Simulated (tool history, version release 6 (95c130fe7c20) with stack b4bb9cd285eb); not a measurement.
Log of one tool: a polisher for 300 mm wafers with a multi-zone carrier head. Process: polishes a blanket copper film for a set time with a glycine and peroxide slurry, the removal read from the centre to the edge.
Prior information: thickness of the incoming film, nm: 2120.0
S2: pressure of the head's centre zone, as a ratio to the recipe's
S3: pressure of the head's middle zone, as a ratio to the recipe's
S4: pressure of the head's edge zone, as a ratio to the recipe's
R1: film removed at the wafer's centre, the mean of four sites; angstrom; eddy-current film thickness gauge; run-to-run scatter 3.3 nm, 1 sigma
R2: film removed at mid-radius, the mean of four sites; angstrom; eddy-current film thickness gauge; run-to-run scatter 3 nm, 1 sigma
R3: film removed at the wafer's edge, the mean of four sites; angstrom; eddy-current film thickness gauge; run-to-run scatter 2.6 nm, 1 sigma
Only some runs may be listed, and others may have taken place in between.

{"run": 1, "hour": 0.0, "flow of slurry (ml/min)": 165, "S2": 1, "S3": 1, "S4": 1, "polishing time (s)": 34, "R1": 2251.3, "R2": 2193.2, "R3": 2090.4}
{"run": 2, "hour": 4.5, "flow of slurry (ml/min)": 180, "S2": 0.99, "S3": 1.06, "S4": 1.02, "polishing time (s)": 35, "R1": 2294.3, "R2": 2340.5, "R3": 2179.9}
{"run": 3, "hour": 8.1, "flow of slurry (ml/min)": 155, "S2": 0.99, "S3": 1.06, "S4": 1.02, "polishing time (s)": 35, "R1": 2270.8, "R2": 2328.7, "R3": 2203.4}
{"run": 4, "hour": 17.0, "flow of slurry (ml/min)": 155, "S2": 0.99, "S3": 1, "S4": 1.02, "polishing time (s)": 35, "R1": 2254.9, "R2": 2217.4, "R3": 2176.7}
{"run": 5, "hour": 25.2, "flow of slurry (ml/min)": 165, "S2": 0.97, "S3": 1.06, "S4": 1, "polishing time (s)": 37, "R1": 2347.3, "R2": 2477.3, "R3": 2307.3}
{"run": 6, "hour": 31.7, "flow of slurry (ml/min)": 175, "S2": 0.97, "S3": 1.1, "S4": 0.98, "polishing time (s)": 38, "R1": 2418.5, "R2": 2604, "R3": 2326.9}
{"run": 7, "hour": 37.1, "flow of slurry (ml/min)": 185, "S2": 0.96, "S3": 1.13, "S4": 0.96, "polishing time (s)": 39, "R1": 2507, "R2": 2758.1, "R3": 2407.9}

For run 8, what comes out?
{"run": 8, "hour": 40.8, "flow of slurry (ml/min)": 195, "S2": 0.94, "S3": 1.15, "S4": 0.94, "polishing time (s)": 40, "R1": "?", "R2": "?", "R3": "?"}

{"run 8": {"R1": 2613, "R2": 2938.2, "R3": 2411.8}}

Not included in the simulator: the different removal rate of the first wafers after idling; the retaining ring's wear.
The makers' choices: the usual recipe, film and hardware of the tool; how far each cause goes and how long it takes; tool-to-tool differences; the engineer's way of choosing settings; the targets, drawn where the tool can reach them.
